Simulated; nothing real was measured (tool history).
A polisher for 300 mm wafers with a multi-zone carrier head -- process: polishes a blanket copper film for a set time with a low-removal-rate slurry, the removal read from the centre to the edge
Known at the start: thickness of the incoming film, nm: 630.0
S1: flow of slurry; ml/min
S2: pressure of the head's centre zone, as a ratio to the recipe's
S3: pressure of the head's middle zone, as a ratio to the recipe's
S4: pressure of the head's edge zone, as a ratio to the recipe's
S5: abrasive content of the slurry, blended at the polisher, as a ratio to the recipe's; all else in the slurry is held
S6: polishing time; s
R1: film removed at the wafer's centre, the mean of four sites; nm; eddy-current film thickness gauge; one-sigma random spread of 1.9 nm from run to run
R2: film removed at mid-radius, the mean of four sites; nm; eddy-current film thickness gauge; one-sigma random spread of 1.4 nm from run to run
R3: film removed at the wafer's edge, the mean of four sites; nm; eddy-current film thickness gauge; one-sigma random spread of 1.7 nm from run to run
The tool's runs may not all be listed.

{"run": 1, "hour": 0.0, "S1": 125, "S2": 1.0, "S3": 1.0, "S4": 1.0, "S5": 1.0, "S6": 44, "R1": 129.26, "R2": 128.85, "R3": 131.38}
{"run": 2, "hour": 7.5, "S1": 125, "S2": 1.0, "S3": 1.0, "S4": 1.0, "S5": 0.85, "S6": 44, "R1": 123.67, "R2": 124.4, "R3": 119.43}
{"run": 3, "hour": 12.8, "S1": 130, "S2": 0.98, "S3": 1.02, "S4": 1.01, "S5": 0.85, "S6": 44, "R1": 122.2, "R2": 127.58, "R3": 123.22}
{"run": 4, "hour": 15.1, "S1": 130, "S2": 1.03, "S3": 1.02, "S4": 1.01, "S5": 0.85, "S6": 44, "R1": 127.96, "R2": 127.19, "R3": 126.66}
{"run": 5, "hour": 17.0, "S1": 130, "S2": 1.03, "S3": 1.02, "S4": 1.01, "S5": 0.7, "S6": 44, "R1": 124.61, "R2": 121.88, "R3": 120.62}
{"run": 6, "hour": 18.4, "S1": 130, "S2": 1.03, "S3": 1.02, "S4": 1.01, "S5": 0.7, "S6": 54, "R1": 149.7, "R2": 150.61, "R3": 146.65}

What does the tool deliver on the next run?
{"run": 7, "hour": 21.0, "S1": 130, "S2": 1.01, "S3": 1.03, "S4": 1.01, "S5": 0.7, "S6": 54, "R1": "?", "R2": "?", "R3": "?"}

Run 7 came out at R1 151.30 nm, R2 152.85 nm, R3 148.08 nm.
